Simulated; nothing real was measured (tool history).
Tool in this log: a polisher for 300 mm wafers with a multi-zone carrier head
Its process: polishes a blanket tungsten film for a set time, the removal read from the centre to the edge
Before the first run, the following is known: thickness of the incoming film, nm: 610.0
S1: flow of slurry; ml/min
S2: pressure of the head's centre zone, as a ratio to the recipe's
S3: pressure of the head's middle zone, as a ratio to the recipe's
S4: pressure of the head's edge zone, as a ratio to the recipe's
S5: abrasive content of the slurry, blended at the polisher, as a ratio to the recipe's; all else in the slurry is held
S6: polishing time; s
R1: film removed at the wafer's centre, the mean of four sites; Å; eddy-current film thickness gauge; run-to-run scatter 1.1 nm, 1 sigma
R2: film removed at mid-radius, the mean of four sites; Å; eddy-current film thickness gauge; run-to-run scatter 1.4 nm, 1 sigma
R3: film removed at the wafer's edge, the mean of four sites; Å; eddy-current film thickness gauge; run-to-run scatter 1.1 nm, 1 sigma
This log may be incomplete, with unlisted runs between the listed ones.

run	hour	S1	S2	S3	S4	S5	S6	R1	R2	R3
1	0.0	250	1.00	1.00	1.00	1.00	48	2341.5	2300.7	2285.1
2	8.0	250	0.96	1.00	1.00	1.00	48	2238.9	2304.2	2326.0
3	10.2	250	0.96	0.92	1.00	1.00	48	2226.1	2142.1	2257.4
4	15.5	245	0.93	0.93	0.96	0.90	45	1980.0	1967.9	2080.8
5	24.3	250	0.92	0.97	0.93	0.80	41	1739.4	1827.0	1834.0
6	32.0	250	0.92	0.97	0.93	0.80	36	1520.5	1613.1	1602.3
7	33.8	245	0.91	0.98	0.91	0.75	36	1472.0	1599.7	1573.3
8	42.8	245	0.91	0.98	0.91	0.75	36	1499.2	1575.5	1562.6
9	50.9	235	0.89	0.99	0.89	0.75	36	1452.8	1587.7	1553.1

Run 10 comes next. What will it give?
10	53.0	225	0.88	0.99	0.87	0.75	36	?	?	?

{"run 10": {"R1": 1413.3, "R2": 1594.8, "R3": 1515.4}}
